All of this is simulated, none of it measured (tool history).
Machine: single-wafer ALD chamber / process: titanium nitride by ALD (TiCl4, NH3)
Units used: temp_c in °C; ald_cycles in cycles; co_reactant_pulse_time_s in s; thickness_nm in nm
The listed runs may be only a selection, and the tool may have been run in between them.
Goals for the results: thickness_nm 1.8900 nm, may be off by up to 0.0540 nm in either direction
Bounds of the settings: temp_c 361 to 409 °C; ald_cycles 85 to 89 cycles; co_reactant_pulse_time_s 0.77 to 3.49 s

run 1 hour=0.0 | temp_c=385 ald_cycles=89 co_reactant_pulse_time_s=2.13 | thickness_nm=2.1181
run 2 hour=6.2 | temp_c=385 ald_cycles=89 co_reactant_pulse_time_s=2.36 | thickness_nm=2.1631
run 3 hour=12.7 | temp_c=384 ald_cycles=88 co_reactant_pulse_time_s=2.10 | thickness_nm=2.1204
run 4 hour=21.6 | temp_c=381 ald_cycles=87 co_reactant_pulse_time_s=1.86 | thickness_nm=2.0457
run 5 hour=28.4 | temp_c=380 ald_cycles=87 co_reactant_pulse_time_s=1.71 | thickness_nm=2.0141
run 6 hour=35.1 | temp_c=380 ald_cycles=85 co_reactant_pulse_time_s=1.71 | thickness_nm=1.9957
run 7 hour=42.1 | temp_c=368 ald_cycles=85 co_reactant_pulse_time_s=1.03 | thickness_nm=1.7453
run 8 hour=43.8 | temp_c=369 ald_cycles=86 co_reactant_pulse_time_s=1.03 | thickness_nm=1.7846
run 9 hour=51.4 | temp_c=380 ald_cycles=89 co_reactant_pulse_time_s=1.51 | thickness_nm=2.0398

4 next moves are on the table. One of them brings every result within its allowed miss. Which?
run A hour=59.0 | temp_c=364 ald_cycles=85 co_reactant_pulse_time_s=1.41 | thickness_nm=?
run B hour=59.0 | temp_c=401 ald_cycles=88 co_reactant_pulse_time_s=2.26 | thickness_nm=?
run C hour=59.0 | temp_c=381 ald_cycles=88 co_reactant_pulse_time_s=1.77 | thickness_nm=?
run D hour=59.0 | temp_c=378 ald_cycles=88 co_reactant_pulse_time_s=1.52 | thickness_nm=?

move=A thickness_nm=1.8753
move=B thickness_nm=2.1470
move=C thickness_nm=2.0724
move=D thickness_nm=2.0304
A: every result within its allowed miss
B: lands further from the targets than the last run did
C: lands further from the targets than the last run did
D: an improvement on the last run, though not all results are within tolerance
Answer: A
